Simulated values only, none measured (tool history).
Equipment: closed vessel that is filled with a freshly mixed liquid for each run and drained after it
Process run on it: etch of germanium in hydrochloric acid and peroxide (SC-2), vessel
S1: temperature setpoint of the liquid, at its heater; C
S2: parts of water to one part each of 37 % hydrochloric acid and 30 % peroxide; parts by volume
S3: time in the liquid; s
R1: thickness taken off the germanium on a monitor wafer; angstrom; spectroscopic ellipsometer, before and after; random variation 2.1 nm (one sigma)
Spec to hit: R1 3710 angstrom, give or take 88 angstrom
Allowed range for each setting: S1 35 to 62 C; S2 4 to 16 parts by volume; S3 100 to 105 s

run,day,S1,S2,S3,R1
1,0,46,9,100,3150.7
2,0.112,46,11.5,100,3040.2
3,0.2,48,11.5,100,3279.6
4,0.538,48,11.5,105,3449.5
5,0.667,49,11.5,105,3516.5
6,0.95,45.5,11.5,105,3144.8
7,1.075,47,11.5,105,3323
8,1.338,48,11.5,105,3440.2
9,1.5,49,11.5,105,3549.8
10,1.575,49.5,11.5,105,3609.9

Next run, 5 choices. One meets every target within its allowed miss, the rest don't. Which?
A,1.65,48,10,105,?
B,1.65,52,11,100,?
C,1.65,53,9.5,100,?
D,1.65,52.5,12.5,105,?
E,1.65,49,14,105,?

move,R1
A,3474.5
B,3715.9
C,3889.5
D,3902.4
E,3450.2
A: its largest miss is bigger than the last run's
B: every result within its allowed miss
C: takes the result that was furthest off past its target
D: takes the result that was furthest off past its target
E: its largest miss is bigger than the last run's
Go with B: it meets all targets.

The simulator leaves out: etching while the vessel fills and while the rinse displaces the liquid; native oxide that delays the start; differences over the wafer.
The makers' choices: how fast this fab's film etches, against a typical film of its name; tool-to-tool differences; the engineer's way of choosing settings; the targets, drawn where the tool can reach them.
